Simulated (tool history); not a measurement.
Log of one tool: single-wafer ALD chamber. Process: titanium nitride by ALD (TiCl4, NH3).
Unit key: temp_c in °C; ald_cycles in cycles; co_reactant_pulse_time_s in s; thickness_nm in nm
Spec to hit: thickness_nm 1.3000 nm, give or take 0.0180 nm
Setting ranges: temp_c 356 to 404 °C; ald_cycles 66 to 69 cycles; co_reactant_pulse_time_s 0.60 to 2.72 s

run	hour	temp_c	ald_cycles	co_reactant_pulse_time_s	thickness_nm
1	0.0	380	66	1.66	1.4070
2	7.4	380	69	1.66	1.4707
3	11.5	373	68	1.37	1.3854
4	16.3	365	68	1.37	1.3629
5	24.9	365	68	1.63	1.3985
6	30.9	365	68	2.08	1.4373
# hour 35.6: thermocouple changed; heater temperature recalibrated
7	35.6	362	67	1.89	1.4065
8	38.3	360	67	1.70	1.3761
9	42.2	359	67	1.57	1.3605
10	45.4	358	67	1.47	1.3402

Exercise: of the 5 proposed moves below, exactly one satisfies all targets within the stated allowed misses. Which move is it?
A	48.6	360	66	1.61	?
B	48.6	356	66	1.26	?
C	48.6	364	67	1.17	?
D	48.6	359	66	1.20	?
E	48.6	358	66	1.19	?

move	thickness_nm
A	1.3484
B	1.2712
C	1.3076
D	1.2711
E	1.2635
A: moves away from the targets compared with the last run
B: the result that was furthest off in the last run now lies on the other side of its target
C: each result inside its tolerance
D: the result that was furthest off in the last run now lies on the other side of its target
E: the result that was furthest off in the last run now lies on the other side of its target
The move that meets every target is C.

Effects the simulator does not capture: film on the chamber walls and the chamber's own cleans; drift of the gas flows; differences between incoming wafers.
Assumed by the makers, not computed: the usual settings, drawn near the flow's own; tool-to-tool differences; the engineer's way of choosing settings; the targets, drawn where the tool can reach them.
